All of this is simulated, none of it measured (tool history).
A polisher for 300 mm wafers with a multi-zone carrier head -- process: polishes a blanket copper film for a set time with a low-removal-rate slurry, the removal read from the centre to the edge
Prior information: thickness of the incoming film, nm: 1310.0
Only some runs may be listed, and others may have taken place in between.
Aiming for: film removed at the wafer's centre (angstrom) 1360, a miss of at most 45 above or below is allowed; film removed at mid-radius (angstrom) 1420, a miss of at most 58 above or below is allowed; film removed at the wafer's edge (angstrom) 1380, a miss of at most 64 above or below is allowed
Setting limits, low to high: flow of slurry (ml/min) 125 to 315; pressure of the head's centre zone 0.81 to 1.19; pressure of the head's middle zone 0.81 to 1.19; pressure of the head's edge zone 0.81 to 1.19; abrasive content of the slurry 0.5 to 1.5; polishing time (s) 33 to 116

| run | day | flow of slurry (ml/min) | pressure of the head's centre zone | pressure of the head's middle zone | pressure of the head's edge zone | abrasive content of the slurry | polishing time (s) | film removed at the wafer's centre (angstrom) | film removed at mid-radius (angstrom) | film removed at the wafer's edge (angstrom) |
|---|---|---|---|---|---|---|---|---|---|---|
| 1 | 0 | 205 | 1 | 1 | 1 | 1 | 74 | 1931.1 | 1923.3 | 1907.8 |
| 2 | 0.025 | 205 | 1 | 1 | 1.07 | 1 | 74 | 1933.2 | 1960.2 | 1960.8 |
| 3 | 0.342 | 205 | 1 | 1 | 1.07 | 1 | 58 | 1507.8 | 1518.8 | 1544 |
| 4 | 0.471 | 205 | 1 | 1.06 | 1.07 | 1 | 58 | 1522.4 | 1584.8 | 1533.5 |
| 5 | 0.846 | 205 | 1 | 1.13 | 1.07 | 1 | 58 | 1505.3 | 1682.9 | 1564.5 |
| 6 | 1.171 | 200 | 0.99 | 1.11 | 1.05 | 0.95 | 58 | 1466.9 | 1622.8 | 1485.3 |
| 7 | 1.462 | 190 | 0.98 | 1.08 | 1.05 | 0.95 | 58 | 1452.5 | 1616.2 | 1493.6 |
| 8 | 1.783 | 195 | 0.98 | 1.05 | 1.05 | 0.9 | 58 | 1430.7 | 1541.6 | 1499.8 |
| 9 | 1.804 | 190 | 0.98 | 1.04 | 1.03 | 0.85 | 58 | 1415.7 | 1494.6 | 1458.8 |
| 10 | 2.071 | 185 | 0.98 | 1.04 | 1.02 | 0.85 | 58 | 1437.5 | 1534.5 | 1483.4 |

Consider the 5 candidate settings below. Which is the only one whose results all fall within their allowed miss of target?
| A | 2.338 | 215 | 0.92 | 1.19 | 0.99 | 1 | 54 | ? | ? | ? |
| B | 2.338 | 165 | 0.99 | 1.19 | 1.01 | 0.9 | 62 | ? | ? | ? |
| C | 2.338 | 180 | 0.91 | 0.98 | 1.14 | 0.75 | 61 | ? | ? | ? |
| D | 2.338 | 175 | 0.99 | 1.03 | 1.03 | 0.9 | 55 | ? | ? | ? |
| E | 2.338 | 185 | 0.94 | 1.01 | 1.11 | 0.8 | 64 | ? | ? | ? |

| move | film removed at the wafer's centre (angstrom) | film removed at mid-radius (angstrom) | film removed at the wafer's edge (angstrom) |
|---|---|---|---|
| A | 1294.3 | 1652.4 | 1358.7 |
| B | 1521.3 | 1809.1 | 1514 |
| C | 1345.7 | 1476.7 | 1549.7 |
| D | 1358.1 | 1427.4 | 1365.4 |
| E | 1479.8 | 1611.1 | 1624.1 |
A: misses by more than the last run did
B: misses by more than the last run did
C: brings the result that was furthest off to its target, and leaves another outside
D: every result lands within tolerance
E: misses by more than the last run did
D meets every target.
